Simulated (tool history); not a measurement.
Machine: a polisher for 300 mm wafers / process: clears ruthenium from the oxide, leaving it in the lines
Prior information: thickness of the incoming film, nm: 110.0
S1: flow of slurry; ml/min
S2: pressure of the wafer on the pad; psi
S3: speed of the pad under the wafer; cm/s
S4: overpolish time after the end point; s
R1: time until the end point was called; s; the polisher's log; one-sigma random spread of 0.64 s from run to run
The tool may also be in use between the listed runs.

Run 1, hour 0.0: S1 225 ml/min, S2 2.5 psi, S3 76 cm/s, S4 21 s. Result: R1 89.960 s.
Run 2, hour 5.5: S1 225 ml/min, S2 2.5 psi, S3 58 cm/s, S4 21 s. Result: R1 111.460 s.
Run 3, hour 13.1: S1 225 ml/min, S2 2.2 psi, S3 58 cm/s, S4 21 s. Result: R1 124.720 s.
Run 4, hour 16.3: S1 225 ml/min, S2 2.6 psi, S3 60 cm/s, S4 21 s. Result: R1 105.030 s.
Run 5, hour 25.1: S1 190 ml/min, S2 2.6 psi, S3 60 cm/s, S4 21 s. Result: R1 106.490 s.
Run 6, hour 31.5: S1 190 ml/min, S2 2.2 psi, S3 60 cm/s, S4 21 s. Result: R1 124.000 s.
Run 7, hour 32.6: S1 190 ml/min, S2 2.6 psi, S3 62 cm/s, S4 21 s. Result: R1 103.450 s.
Run 8, hour 39.7: S1 200 ml/min, S2 3.3 psi, S3 64 cm/s, S4 21 s. Result: R1 84.033 s.
Run 9, hour 41.5: S1 200 ml/min, S2 3.4 psi, S3 66 cm/s, S4 21 s. Result: R1 79.053 s.

What will run 10 give?
Run 10, hour 46.3: S1 200 ml/min, S2 3.4 psi, S3 66 cm/s, S4 21 s. Result: R1 ?.

R1: 78.254 s

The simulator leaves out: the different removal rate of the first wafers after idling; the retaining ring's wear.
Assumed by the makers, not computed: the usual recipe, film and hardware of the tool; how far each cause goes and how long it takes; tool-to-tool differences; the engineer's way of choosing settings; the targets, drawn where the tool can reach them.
